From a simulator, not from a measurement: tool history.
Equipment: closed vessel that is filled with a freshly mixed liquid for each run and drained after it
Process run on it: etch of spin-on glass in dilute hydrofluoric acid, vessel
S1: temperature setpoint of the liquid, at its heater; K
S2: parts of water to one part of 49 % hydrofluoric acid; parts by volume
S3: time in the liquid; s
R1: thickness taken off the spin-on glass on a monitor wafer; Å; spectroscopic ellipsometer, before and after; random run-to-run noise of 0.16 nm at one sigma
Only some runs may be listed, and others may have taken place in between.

run	hour	S1	S2	S3	R1
1	0	297.15	190	40	95.229
2	2.2	299.15	190	40	103.35
3	3.4	299.15	190	35	89.346
4	6.5	300.65	155	35	121.67
5	7.6	300.65	185	35	97.401
6	12.8	300.65	185	40	112.25

Forecast run 7:
7	18.1	300.65	185	40	?

R1: 111.01 Å
